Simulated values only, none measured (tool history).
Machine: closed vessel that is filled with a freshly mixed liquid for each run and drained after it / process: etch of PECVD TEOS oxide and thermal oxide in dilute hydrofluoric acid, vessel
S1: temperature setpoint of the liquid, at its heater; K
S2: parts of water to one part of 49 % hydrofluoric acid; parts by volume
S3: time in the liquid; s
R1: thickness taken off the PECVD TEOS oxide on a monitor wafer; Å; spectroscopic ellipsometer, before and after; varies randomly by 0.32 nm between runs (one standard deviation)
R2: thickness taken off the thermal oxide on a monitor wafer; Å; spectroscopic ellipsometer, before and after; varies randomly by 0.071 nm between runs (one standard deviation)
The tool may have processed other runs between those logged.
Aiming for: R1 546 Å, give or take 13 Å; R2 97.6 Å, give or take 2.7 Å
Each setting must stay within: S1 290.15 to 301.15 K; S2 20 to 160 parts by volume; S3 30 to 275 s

| run | hour | S1 | S2 | S3 | R1 | R2 |
|---|---|---|---|---|---|---|
| 1 | 0 | 293.15 | 90 | 140 | 306.38 | 54.315 |
| 2 | 2.2 | 294.15 | 90 | 140 | 316.12 | 57.483 |
| 3 | 3.3 | 294.15 | 75 | 140 | 384.58 | 69.324 |
| 4 | 4.7 | 294.65 | 75 | 140 | 397.89 | 71.387 |
| 5 | 10 | 291.15 | 75 | 140 | 343.12 | 61.05 |
| 6 | 15.4 | 291.15 | 75 | 160 | 390.09 | 70.333 |
|  | 24.4 | thermometer replaced |
| 7 | 24.4 | 292.15 | 75 | 160 | 429.64 | 76.919 |
| 8 | 29.7 | 292.65 | 75 | 160 | 443.3 | 79.804 |
| 9 | 31.2 | 293.15 | 75 | 160 | 454.74 | 80.713 |
| 10 | 39.5 | 293.65 | 75 | 160 | 464.57 | 82.937 |
| 11 | 47.8 | 294.15 | 75 | 160 | 470.08 | 84.69 |
| 12 | 54.6 | 294.65 | 75 | 160 | 481.71 | 85.657 |
| 13 | 63.4 | 295.15 | 75 | 160 | 491.59 | 87.329 |
| 14 | 71.1 | 295.65 | 75 | 160 | 497.35 | 89.442 |
| 15 | 77.2 | 296.65 | 75 | 160 | 523.11 | 93.102 |

Of the 4 settings listed for the next run, only one would bring every result within its allowed miss of target. Which one?
| A | 83.3 | 300.65 | 95 | 185 | ? | ? |
| B | 83.3 | 299.15 | 80 | 150 | ? | ? |
| C | 83.3 | 293.65 | 65 | 150 | ? | ? |
| D | 83.3 | 299.15 | 100 | 190 | ? | ? |

| move | R1 | R2 |
|---|---|---|
| A | 543.57 | 97.597 |
| B | 503.62 | 90.423 |
| C | 504.99 | 90.669 |
| D | 497.15 | 89.262 |
A: every result within its allowed miss
B: lands further from the targets than the last run did
C: lands further from the targets than the last run did
D: lands further from the targets than the last run did
A meets every target.
